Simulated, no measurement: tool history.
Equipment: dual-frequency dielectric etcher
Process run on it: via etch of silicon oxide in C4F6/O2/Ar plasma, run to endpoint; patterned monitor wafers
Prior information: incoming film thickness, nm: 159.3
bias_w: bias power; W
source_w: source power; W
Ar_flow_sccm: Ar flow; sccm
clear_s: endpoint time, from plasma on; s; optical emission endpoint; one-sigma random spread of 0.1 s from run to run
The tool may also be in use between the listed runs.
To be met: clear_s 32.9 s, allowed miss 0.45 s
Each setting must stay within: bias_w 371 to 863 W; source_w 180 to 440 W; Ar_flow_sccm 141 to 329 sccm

| run | hour | bias_w | source_w | Ar_flow_sccm | clear_s |
|---|---|---|---|---|---|
| 1 | 0 | 617 | 310 | 235 | 36.381 |
| 2 | 2.3 | 617 | 260 | 235 | 38.941 |
| 3 | 8.9 | 684 | 260 | 235 | 37.39 |
| 4 | 17 | 684 | 260 | 249 | 37.481 |
| 5 | 17.6 | 719 | 260 | 249 | 36.889 |
| 6 | 18.4 | 667 | 260 | 249 | 37.816 |
| 7 | 25.2 | 705 | 270 | 248 | 36.645 |
| 8 | 32.7 | 736 | 270 | 247 | 35.566 |
| 9 | 33.9 | 758 | 270 | 247 | 35.494 |
| 10 | 36.8 | 778 | 270 | 247 | 34.913 |
| 11 | 40.2 | 778 | 270 | 247 | 35.063 |
| 12 | 42.6 | 795 | 270 | 247 | 34.84 |
| 13 | 49.2 | 808 | 270 | 247 | 34.324 |
| 14 | 51.4 | 819 | 270 | 247 | 34.211 |

4 next moves are on the table. One of them brings every result within its allowed miss. Which?
| A | 53.6 | 811 | 270 | 222 | ? |
| B | 53.6 | 832 | 300 | 269 | ? |
| C | 53.6 | 856 | 300 | 182 | ? |
| D | 53.6 | 822 | 320 | 251 | ? |

| move | clear_s |
|---|---|
| A | 34.042 |
| B | 32.979 |
| C | 31.481 |
| D | 32.156 |
A: nearer than the last run, and not there yet
B: all results in spec
C: moves the result that the last run missed by most past its target, out the other side
D: moves the result that the last run missed by most past its target, out the other side
Answer: B

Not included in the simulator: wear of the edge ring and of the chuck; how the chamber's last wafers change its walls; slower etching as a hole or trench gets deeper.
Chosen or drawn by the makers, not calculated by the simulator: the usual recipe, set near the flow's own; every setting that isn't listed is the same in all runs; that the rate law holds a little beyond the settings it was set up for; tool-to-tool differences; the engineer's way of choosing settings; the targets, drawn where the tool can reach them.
